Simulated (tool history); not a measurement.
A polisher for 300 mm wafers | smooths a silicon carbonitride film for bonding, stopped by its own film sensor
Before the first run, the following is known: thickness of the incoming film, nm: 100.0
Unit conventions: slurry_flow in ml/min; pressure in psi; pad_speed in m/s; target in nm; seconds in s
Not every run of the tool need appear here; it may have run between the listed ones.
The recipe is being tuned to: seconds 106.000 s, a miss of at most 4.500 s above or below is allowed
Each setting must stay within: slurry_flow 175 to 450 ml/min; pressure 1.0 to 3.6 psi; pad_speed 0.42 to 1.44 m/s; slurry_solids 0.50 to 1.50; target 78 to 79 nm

run	hour	slurry_flow	pressure	pad_speed	slurry_solids	target	seconds
1	0.0	290	2.3	0.92	1.00	79	72.091
2	4.9	290	2.8	0.92	1.00	79	62.791
3	14.0	325	2.8	0.92	1.00	79	62.269
4	17.1	285	2.8	0.92	1.00	79	62.904
5	23.0	285	2.5	0.92	1.00	79	66.221
6	27.9	285	2.5	0.92	1.20	79	64.138
7	30.9	285	2.1	0.88	1.20	79	74.370
8	39.2	285	1.8	0.86	1.20	79	85.021
9	41.1	285	1.2	0.84	1.20	79	113.370

Which of these 5 next moves meets every target?
A	43.0	255	1.0	0.84	1.30	78	?
B	43.0	280	1.2	0.78	1.20	79	?
C	43.0	330	1.5	0.64	1.30	79	?
D	43.0	320	1.4	0.86	1.15	78	?
E	43.0	305	1.0	0.96	1.15	79	?

move	seconds
A	131.600
B	122.430
C	120.350
D	108.490
E	116.100
A: further off than the last run
B: further off than the last run
C: further off than the last run
D: each result inside its tolerance
E: further off than the last run
D is the move that brings every result within its allowed miss.
